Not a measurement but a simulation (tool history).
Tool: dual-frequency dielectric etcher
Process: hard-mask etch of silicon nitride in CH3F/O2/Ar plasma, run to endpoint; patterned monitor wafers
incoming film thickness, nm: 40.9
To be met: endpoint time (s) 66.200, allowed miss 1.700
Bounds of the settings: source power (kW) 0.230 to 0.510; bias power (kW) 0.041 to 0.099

run    day  source power (kW)  bias power (kW)  endpoint time (s)
  1  0.000              0.370            0.070             57.448
  2  0.321              0.340            0.070             58.820
  3  0.496              0.340            0.077             57.020
  4  0.588              0.400            0.077             53.329
  5  0.671              0.380            0.077             54.976
  6  0.833              0.360            0.075             56.614
  7  1.021              0.350            0.074             57.209
  8  1.312              0.340            0.073             57.766
  9  1.596              0.330            0.071             59.288

Which of these 5 next moves meets every target?
  A  1.879              0.250            0.054                  ?
  B  1.879              0.340            0.057                  ?
  C  1.879              0.300            0.067                  ?
  D  1.879              0.250            0.049                  ?
  E  1.879              0.250            0.066                  ?

move  endpoint time (s)
   A             69.045
   B             60.854
   C             61.448
   D             70.483
   E             65.950
A: takes the result that was furthest off past its target
B: nearer than the last run, and not there yet
C: nearer than the last run, and not there yet
D: takes the result that was furthest off past its target
E: meets every target
Move E is the one to make.
